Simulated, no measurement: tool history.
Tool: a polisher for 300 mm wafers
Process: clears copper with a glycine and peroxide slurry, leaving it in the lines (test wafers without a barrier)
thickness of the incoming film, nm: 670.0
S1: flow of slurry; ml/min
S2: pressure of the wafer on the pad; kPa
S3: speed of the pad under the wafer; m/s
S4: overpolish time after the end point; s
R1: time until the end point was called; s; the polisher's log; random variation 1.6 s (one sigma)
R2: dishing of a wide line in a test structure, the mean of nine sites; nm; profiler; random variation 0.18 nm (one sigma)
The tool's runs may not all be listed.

| run | hour | S1 | S2 | S3 | S4 | R1 | R2 |
|---|---|---|---|---|---|---|---|
| 1 | 0.0 | 230 | 19.3 | 1.24 | 11 | 98.342 | 17.974 |
| 2 | 7.8 | 230 | 19.3 | 1.42 | 11 | 90.059 | 18.381 |
| 3 | 8.5 | 230 | 19.3 | 1.42 | 9 | 89.958 | 17.764 |
| 4 | 9.2 | 230 | 19.3 | 1.42 | 6 | 89.698 | 16.300 |
| 5 | 17.1 | 230 | 17.9 | 1.42 | 6 | 93.433 | 16.061 |
| 6 | 25.7 | 230 | 17.9 | 1.18 | 6 | 111.000 | 15.481 |
| 7 | 34.0 | 230 | 13.1 | 1.20 | 12 | 142.770 | 18.572 |

Run 8 comes next. What will it give?
| 8 | 37.1 | 230 | 13.1 | 1.20 | 11 | ? | ? |

{"run 8": {"R1": 140.55, "R2": 17.835}}
